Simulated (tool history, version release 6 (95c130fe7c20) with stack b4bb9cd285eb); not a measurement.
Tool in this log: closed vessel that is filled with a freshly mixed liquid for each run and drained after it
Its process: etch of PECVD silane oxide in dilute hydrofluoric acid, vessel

| run | day | temperature setpoint of the liquid (°C) | parts of water to one part of 49 % hydrofluoric acid (parts by volume) | time in the liquid (s) | thickness taken off the PECVD silane oxide on a monitor wafer (nm) |
|---|---|---|---|---|---|
| 1 | 0.000 | 25.0 | 115 | 30 | 9.0135 |
| 2 | 0.138 | 25.0 | 115 | 30 | 9.0575 |
| 3 | 0.350 | 27.0 | 100 | 30 | 11.5080 |
| 4 | 0.412 | 27.0 | 100 | 30 | 11.5090 |
|  | 0.771 | thermometer replaced |
| 5 | 0.771 | 25.5 | 100 | 30 | 11.3070 |
| 6 | 0.812 | 27.0 | 90 | 30 | 13.3960 |
| 7 | 1.133 | 28.5 | 80 | 30 | 16.2250 |

What will run 8 give?
| 8 | 1.421 | 28.5 | 80 | 30 | ? |

thickness taken off the PECVD silane oxide on a monitor wafer (nm): 16.2470
